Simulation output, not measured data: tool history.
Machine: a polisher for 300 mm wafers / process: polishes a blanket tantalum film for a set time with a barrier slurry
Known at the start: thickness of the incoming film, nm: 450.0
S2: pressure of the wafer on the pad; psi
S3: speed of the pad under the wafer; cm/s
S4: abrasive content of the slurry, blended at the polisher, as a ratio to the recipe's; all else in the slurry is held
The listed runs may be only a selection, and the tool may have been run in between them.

{"run": 1, "day": 0.0, "flow of slurry (ml/min)": 220, "S2": 1.6, "S3": 114, "S4": 1.0, "polishing time (s)": 96, "film removed (Å)": 1544.9}
{"run": 2, "day": 0.179, "flow of slurry (ml/min)": 190, "S2": 1.6, "S3": 114, "S4": 1.0, "polishing time (s)": 96, "film removed (Å)": 1513.0}
{"run": 3, "day": 0.238, "flow of slurry (ml/min)": 205, "S2": 1.8, "S3": 114, "S4": 1.0, "polishing time (s)": 96, "film removed (Å)": 1694.4}
{"run": 4, "day": 0.358, "flow of slurry (ml/min)": 215, "S2": 1.9, "S3": 114, "S4": 1.0, "polishing time (s)": 96, "film removed (Å)": 1788.6}
{"run": 5, "day": 0.467, "flow of slurry (ml/min)": 220, "S2": 2.0, "S3": 114, "S4": 1.0, "polishing time (s)": 96, "film removed (Å)": 1874.9}
{"run": 6, "day": 0.692, "flow of slurry (ml/min)": 220, "S2": 2.0, "S3": 114, "S4": 1.1, "polishing time (s)": 96, "film removed (Å)": 1946.7}
{"run": 7, "day": 1.004, "flow of slurry (ml/min)": 225, "S2": 2.0, "S3": 114, "S4": 1.1, "polishing time (s)": 96, "film removed (Å)": 1962.9}

Run 8, settings as shown, results not yet in. Your forecast:
{"run": 8, "day": 1.333, "flow of slurry (ml/min)": 230, "S2": 2.0, "S3": 114, "S4": 1.1, "polishing time (s)": 96, "film removed (Å)": "?"}

Run 8 came out at film removed (Å) 1942.6.
